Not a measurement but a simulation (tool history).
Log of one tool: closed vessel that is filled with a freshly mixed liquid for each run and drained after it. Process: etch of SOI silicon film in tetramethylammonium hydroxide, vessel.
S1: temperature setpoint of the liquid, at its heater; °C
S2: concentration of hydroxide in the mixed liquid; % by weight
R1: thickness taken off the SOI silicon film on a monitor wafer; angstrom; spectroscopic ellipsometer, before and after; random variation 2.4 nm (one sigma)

Run 1, hour 0: S1 66 °C, S2 8 % by weight, time in the liquid (s) 30. Result: R1 1760.1 angstrom.
Run 2, hour 5.1: S1 66 °C, S2 8 % by weight, time in the liquid (s) 30. Result: R1 1748.7 angstrom.
Run 3, hour 14: S1 66.5 °C, S2 8 % by weight, time in the liquid (s) 30. Result: R1 1789.2 angstrom.
Run 4, hour 17.7: S1 66.5 °C, S2 9.5 % by weight, time in the liquid (s) 30. Result: R1 1728 angstrom.
Run 5, hour 20: S1 66.5 °C, S2 10.5 % by weight, time in the liquid (s) 30. Result: R1 1644.9 angstrom.
Run 6, hour 27.1: S1 61 °C, S2 10.5 % by weight, time in the liquid (s) 30. Result: R1 1156.7 angstrom.
Run 7, hour 36: S1 62 °C, S2 10.5 % by weight, time in the liquid (s) 30. Result: R1 1220.4 angstrom.
Run 8, hour 42.5: S1 63 °C, S2 10.5 % by weight, time in the liquid (s) 30. Result: R1 1313.4 angstrom.
At hour 49.9: thermometer replaced.
Run 9, hour 49.9: S1 64 °C, S2 10.5 % by weight, time in the liquid (s) 30. Result: R1 1613 angstrom.
Run 10, hour 53.1: S1 69.5 °C, S2 10.5 % by weight, time in the liquid (s) 30. Result: R1 2223 angstrom.

The next listed run, before its measurement:
Run 11, hour 57.7: S1 70.5 °C, S2 10.5 % by weight, time in the liquid (s) 30. Result: R1 ?.

R1: 2368.3 angstrom

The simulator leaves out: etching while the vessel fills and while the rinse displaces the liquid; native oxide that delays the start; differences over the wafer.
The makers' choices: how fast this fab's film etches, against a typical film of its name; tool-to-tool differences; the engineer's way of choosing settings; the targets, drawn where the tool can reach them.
